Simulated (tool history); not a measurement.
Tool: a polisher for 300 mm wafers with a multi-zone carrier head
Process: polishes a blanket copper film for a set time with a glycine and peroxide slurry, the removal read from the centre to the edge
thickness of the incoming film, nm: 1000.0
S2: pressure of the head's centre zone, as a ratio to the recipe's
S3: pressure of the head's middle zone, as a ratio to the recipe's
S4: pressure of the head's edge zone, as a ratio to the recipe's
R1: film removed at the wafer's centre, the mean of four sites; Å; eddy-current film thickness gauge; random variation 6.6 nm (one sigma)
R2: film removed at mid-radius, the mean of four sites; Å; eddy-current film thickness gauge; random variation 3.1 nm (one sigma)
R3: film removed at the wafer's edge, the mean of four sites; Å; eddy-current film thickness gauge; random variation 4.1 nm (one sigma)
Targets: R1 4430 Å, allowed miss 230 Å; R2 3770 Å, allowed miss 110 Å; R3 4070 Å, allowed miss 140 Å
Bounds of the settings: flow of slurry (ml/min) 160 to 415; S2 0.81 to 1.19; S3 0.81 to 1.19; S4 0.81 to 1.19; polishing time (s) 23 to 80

{"run": 1, "hour": 0.0, "flow of slurry (ml/min)": 265, "S2": 1, "S3": 1, "S4": 1, "polishing time (s)": 51, "R1": 3203.6, "R2": 3302.5, "R3": 3152}
{"run": 2, "hour": 4.3, "flow of slurry (ml/min)": 265, "S2": 1, "S3": 1, "S4": 1.08, "polishing time (s)": 51, "R1": 3197.2, "R2": 3240.2, "R3": 3302.1}
{"run": 3, "hour": 11.0, "flow of slurry (ml/min)": 270, "S2": 1.02, "S3": 1, "S4": 1.09, "polishing time (s)": 52, "R1": 3394.1, "R2": 3305, "R3": 3323.2}
{"run": 4, "hour": 12.1, "flow of slurry (ml/min)": 270, "S2": 1.02, "S3": 1.06, "S4": 1.09, "polishing time (s)": 52, "R1": 3444.6, "R2": 3513.8, "R3": 3405.7}
{"run": 5, "hour": 20.6, "flow of slurry (ml/min)": 270, "S2": 1.02, "S3": 1.06, "S4": 1.09, "polishing time (s)": 42, "R1": 2660.2, "R2": 2850.1, "R3": 2695.5}
{"run": 6, "hour": 28.5, "flow of slurry (ml/min)": 270, "S2": 1.02, "S3": 1.06, "S4": 1.16, "polishing time (s)": 42, "R1": 2768.8, "R2": 2835.6, "R3": 2760.3}
{"run": 7, "hour": 36.0, "flow of slurry (ml/min)": 270, "S2": 1.03, "S3": 1.05, "S4": 1.16, "polishing time (s)": 44, "R1": 2849.9, "R2": 2954.8, "R3": 2923.8}
{"run": 8, "hour": 44.2, "flow of slurry (ml/min)": 270, "S2": 1.05, "S3": 1.04, "S4": 1.16, "polishing time (s)": 46, "R1": 3077.5, "R2": 3082.6, "R3": 3073.2}
{"run": 9, "hour": 47.5, "flow of slurry (ml/min)": 270, "S2": 1.06, "S3": 1.03, "S4": 1.16, "polishing time (s)": 47, "R1": 3224.4, "R2": 3075.6, "R3": 3110}
{"run": 10, "hour": 53.8, "flow of slurry (ml/min)": 270, "S2": 1.06, "S3": 1.02, "S4": 1.16, "polishing time (s)": 49, "R1": 3211.1, "R2": 3196.6, "R3": 3269}
{"run": 11, "hour": 62.7, "flow of slurry (ml/min)": 280, "S2": 1.08, "S3": 1, "S4": 1.15, "polishing time (s)": 50, "R1": 3435.8, "R2": 3252.6, "R3": 3377.8}
{"run": 12, "hour": 69.5, "flow of slurry (ml/min)": 285, "S2": 1.09, "S3": 1, "S4": 1.15, "polishing time (s)": 51, "R1": 3513.8, "R2": 3266.9, "R3": 3362.2}
{"run": 13, "hour": 74.3, "flow of slurry (ml/min)": 285, "S2": 1.1, "S3": 1, "S4": 1.15, "polishing time (s)": 52, "R1": 3648.6, "R2": 3336.1, "R3": 3439.4}
{"run": 14, "hour": 78.7, "flow of slurry (ml/min)": 285, "S2": 1.1, "S3": 1, "S4": 1.15, "polishing time (s)": 53, "R1": 3658.9, "R2": 3426, "R3": 3432.4}
{"run": 15, "hour": 82.3, "flow of slurry (ml/min)": 285, "S2": 1.11, "S3": 0.99, "S4": 1.15, "polishing time (s)": 54, "R1": 3737.2, "R2": 3454.3, "R3": 3524.9}
{"run": 16, "hour": 84.7, "flow of slurry (ml/min)": 285, "S2": 1.12, "S3": 0.98, "S4": 1.16, "polishing time (s)": 55, "R1": 3895.1, "R2": 3498.6, "R3": 3655.4}

Which of these 5 next moves meets every target?
{"run": "A", "hour": 87.1, "flow of slurry (ml/min)": 300, "S2": 1.19, "S3": 1.14, "S4": 1.08, "polishing time (s)": 57, "R1": "?", "R2": "?", "R3": "?"}
{"run": "B", "hour": 87.1, "flow of slurry (ml/min)": 360, "S2": 1.15, "S3": 0.96, "S4": 1.19, "polishing time (s)": 59, "R1": "?", "R2": "?", "R3": "?"}
{"run": "C", "hour": 87.1, "flow of slurry (ml/min)": 240, "S2": 1.11, "S3": 1.06, "S4": 1.19, "polishing time (s)": 57, "R1": "?", "R2": "?", "R3": "?"}
{"run": "D", "hour": 87.1, "flow of slurry (ml/min)": 300, "S2": 0.97, "S3": 1, "S4": 1.14, "polishing time (s)": 57, "R1": "?", "R2": "?", "R3": "?"}
{"run": "E", "hour": 87.1, "flow of slurry (ml/min)": 335, "S2": 1.04, "S3": 1.06, "S4": 1.07, "polishing time (s)": 60, "R1": "?", "R2": "?", "R3": "?"}

move=A R1=4283.7 R2=4102.7 R3=3641.2
move=B R1=4339.3 R2=3745 R3=4009
move=C R1=3917.8 R2=3803.4 R3=3782.3
move=D R1=3483.5 R2=3694.2 R3=3749.2
move=E R1=3969.1 R2=4105.7 R3=3841.7
A: as far off as the last run
B: meets every target
C: nearer than the last run, and not there yet
D: further off than the last run
E: as far off as the last run
The right move is B.
